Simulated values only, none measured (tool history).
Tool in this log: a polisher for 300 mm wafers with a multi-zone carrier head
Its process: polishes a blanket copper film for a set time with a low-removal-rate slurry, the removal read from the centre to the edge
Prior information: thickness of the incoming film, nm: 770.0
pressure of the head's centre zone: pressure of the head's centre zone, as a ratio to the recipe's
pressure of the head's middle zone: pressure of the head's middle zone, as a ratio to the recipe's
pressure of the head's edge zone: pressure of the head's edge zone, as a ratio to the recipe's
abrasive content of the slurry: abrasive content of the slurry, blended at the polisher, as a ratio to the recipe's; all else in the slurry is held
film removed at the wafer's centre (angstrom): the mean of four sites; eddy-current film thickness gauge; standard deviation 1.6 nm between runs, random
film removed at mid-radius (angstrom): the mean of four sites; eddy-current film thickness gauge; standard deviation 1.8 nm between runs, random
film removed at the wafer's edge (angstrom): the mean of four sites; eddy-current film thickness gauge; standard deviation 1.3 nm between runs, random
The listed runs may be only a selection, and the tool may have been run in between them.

run  hour  flow of slurry (ml/min)  pressure of the head's centre zone  pressure of the head's middle zone  pressure of the head's edge zone  abrasive content of the slurry  polishing time (s)  film removed at the wafer's centre (angstrom)  film removed at mid-radius (angstrom)  film removed at the wafer's edge (angstrom)
  1   0.0                      230                                1.00                                1.00                              1.00                            1.00                  69                                         1860.0                                 1832.9                                       1935.5
  2   1.8                      230                                1.01                                1.01                              0.97                            0.90                  66                                         1790.6                                 1757.2                                       1740.7
  3   3.3                      225                                1.00                                0.99                              0.95                            0.80                  65                                         1687.5                                 1667.8                                       1693.6
  4   8.5                      225                                1.01                                0.99                              0.93                            0.75                  63                                         1667.9                                 1630.1                                       1622.4
  5  12.2                      225                                1.01                                0.96                              0.93                            0.75                  63                                         1625.1                                 1573.8                                       1604.3
  6  18.4                      225                                1.01                                1.03                              0.93                            0.75                  63                                         1634.2                                 1656.5                                       1600.5
  7  20.6                      225                                1.02                                1.02                              0.91                            0.70                  61                                         1591.2                                 1613.6                                       1514.0

For run 8, what comes out?
  8  28.8                      225                                1.03                                1.01                              0.90                            0.65                  60                                              ?                                      ?                                            ?

For run 8 the tool returned film removed at the wafer's centre (angstrom) 1578.9, film removed at mid-radius (angstrom) 1546.8, film removed at the wafer's edge (angstrom) 1460.3.
